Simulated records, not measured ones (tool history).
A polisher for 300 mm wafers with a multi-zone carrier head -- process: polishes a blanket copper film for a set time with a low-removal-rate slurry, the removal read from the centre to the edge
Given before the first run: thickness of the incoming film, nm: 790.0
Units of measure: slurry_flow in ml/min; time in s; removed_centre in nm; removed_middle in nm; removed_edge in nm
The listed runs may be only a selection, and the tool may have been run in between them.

| run | hour | slurry_flow | centre_zone | middle_zone | edge_zone | slurry_solids | time | removed_centre | removed_middle | removed_edge |
|---|---|---|---|---|---|---|---|---|---|---|
| 1 | 0.0 | 175 | 1.00 | 1.00 | 1.00 | 1.00 | 49 | 203.85 | 198.62 | 199.96 |
| 2 | 2.6 | 165 | 0.95 | 1.01 | 0.96 | 0.85 | 44 | 163.88 | 173.83 | 168.44 |
| 3 | 9.7 | 165 | 0.95 | 0.94 | 0.96 | 0.85 | 44 | 165.76 | 164.26 | 168.68 |
| 4 | 12.6 | 165 | 0.95 | 0.94 | 1.02 | 0.85 | 44 | 160.50 | 166.83 | 173.18 |
| 5 | 15.4 | 130 | 0.95 | 0.94 | 1.02 | 0.85 | 44 | 158.06 | 162.73 | 167.51 |
| 6 | 22.5 | 125 | 0.92 | 0.96 | 0.99 | 0.75 | 41 | 139.03 | 146.28 | 153.13 |
| 7 | 25.0 | 130 | 0.91 | 1.03 | 0.95 | 0.70 | 38 | 126.77 | 144.87 | 135.43 |

Estimate the outcome of run 8 from the log above:
| 8 | 33.4 | 120 | 0.83 | 1.01 | 0.87 | 0.50 | 37 | ? | ? | ? |

For run 8 the tool returned removed_centre 105.87 nm, removed_middle 128.64 nm, removed_edge 118.90 nm.
